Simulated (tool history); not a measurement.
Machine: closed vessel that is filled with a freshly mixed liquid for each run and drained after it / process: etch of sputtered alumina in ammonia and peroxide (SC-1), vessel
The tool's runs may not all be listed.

| run | hour | temperature setpoint of the liquid (K) | parts of 29 % ammonia solution to one part of 30 % peroxide (parts by volume) | time in the liquid (s) | thickness taken off the sputtered alumina on a monitor wafer (nm) |
|---|---|---|---|---|---|
| 1 | 0 | 323.15 | 0.65 | 75 | 4.5323 |
| 2 | 1.6 | 323.15 | 0.8 | 75 | 4.6225 |
| 3 | 5.6 | 321.15 | 0.8 | 75 | 4.1822 |
| 4 | 7.9 | 319.65 | 0.8 | 75 | 3.8149 |
| 5 | 9 | 319.65 | 0.8 | 75 | 3.8021 |
| 6 | 14.6 | 319.15 | 0.8 | 75 | 3.6836 |

Expected results for the next run?
| 7 | 21.5 | 318.65 | 0.8 | 75 | ? |

Run 7 measured thickness taken off the sputtered alumina on a monitor wafer (nm) 3.6007.
